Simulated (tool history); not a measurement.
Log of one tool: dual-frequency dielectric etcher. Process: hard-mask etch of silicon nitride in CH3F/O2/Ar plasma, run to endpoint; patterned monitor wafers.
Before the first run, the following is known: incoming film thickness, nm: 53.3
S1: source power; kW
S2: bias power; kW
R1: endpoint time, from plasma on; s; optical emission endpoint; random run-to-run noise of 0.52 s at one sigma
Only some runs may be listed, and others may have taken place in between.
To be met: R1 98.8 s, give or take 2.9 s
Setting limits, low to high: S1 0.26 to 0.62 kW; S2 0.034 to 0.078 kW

| run | hour | S1 | S2 | R1 |
|---|---|---|---|---|
| 1 | 0 | 0.44 | 0.056 | 86.672 |
| 2 | 0.7 | 0.43 | 0.055 | 87.705 |
| 3 | 5.2 | 0.38 | 0.055 | 90.588 |
| 4 | 10.3 | 0.37 | 0.054 | 92.829 |
| 5 | 15.4 | 0.43 | 0.054 | 87.98 |
| 6 | 20.5 | 0.43 | 0.063 | 84.067 |
| 7 | 27.9 | 0.41 | 0.062 | 85.681 |
| 8 | 36.8 | 0.4 | 0.061 | 86.99 |

4 next moves are on the table. One of them brings every result within its allowed miss. Which?
| A | 45.7 | 0.62 | 0.076 | ? |
| B | 45.7 | 0.32 | 0.048 | ? |
| C | 45.7 | 0.26 | 0.044 | ? |
| D | 45.7 | 0.53 | 0.071 | ? |

| move | R1 |
|---|---|
| A | 70.54 |
| B | 100.25 |
| C | 109.5 |
| D | 75.951 |
A: misses by more than the last run did
B: each result inside its tolerance
C: carries the result that was furthest off beyond its target, to the other side
D: misses by more than the last run did
The move that meets every target is B.
